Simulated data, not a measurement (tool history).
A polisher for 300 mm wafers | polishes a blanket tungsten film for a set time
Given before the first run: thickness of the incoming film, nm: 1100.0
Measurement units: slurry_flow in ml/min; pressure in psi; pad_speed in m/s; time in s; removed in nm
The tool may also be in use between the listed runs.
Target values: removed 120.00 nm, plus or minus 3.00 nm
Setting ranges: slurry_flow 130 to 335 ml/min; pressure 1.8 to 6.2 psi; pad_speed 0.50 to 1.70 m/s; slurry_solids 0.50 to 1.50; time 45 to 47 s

run	day	slurry_flow	pressure	pad_speed	slurry_solids	time	removed
1	0.000	215	4.0	1.10	1.00	45	218.51
2	0.150	210	3.4	1.10	1.00	45	185.71
3	0.258	210	3.4	1.10	1.15	45	196.00
4	0.408	210	3.0	1.10	1.15	45	170.84
5	0.483	210	2.6	1.10	1.15	45	151.00
6	0.829	210	2.4	1.10	1.15	45	139.04
7	0.862	210	2.3	1.10	1.15	45	134.99
8	0.888	210	2.2	1.10	1.15	45	127.78
9	1.096	190	2.0	1.10	1.15	45	115.29
10	1.462	190	2.0	1.10	1.15	45	115.88
11	1.833	195	2.0	1.10	1.15	45	115.64
12	2.175	200	2.0	1.10	1.15	45	116.26
13	2.338	205	2.0	1.10	1.15	45	116.58

Exactly one of the 5 candidate moves below puts every result within its allowed miss. Which one?
A	2.500	205	1.8	1.18	1.20	45	?
B	2.500	225	1.8	1.20	1.00	47	?
C	2.500	205	1.8	1.12	1.10	45	?
D	2.500	250	2.1	0.94	1.35	47	?
E	2.500	135	2.2	1.02	1.05	45	?

move	removed
A	114.07
B	115.65
C	107.12
D	122.07
E	115.39
A: misses by more than the last run did
B: misses by more than the last run did
C: misses by more than the last run did
D: in spec on every target
E: misses by more than the last run did
Answer: D

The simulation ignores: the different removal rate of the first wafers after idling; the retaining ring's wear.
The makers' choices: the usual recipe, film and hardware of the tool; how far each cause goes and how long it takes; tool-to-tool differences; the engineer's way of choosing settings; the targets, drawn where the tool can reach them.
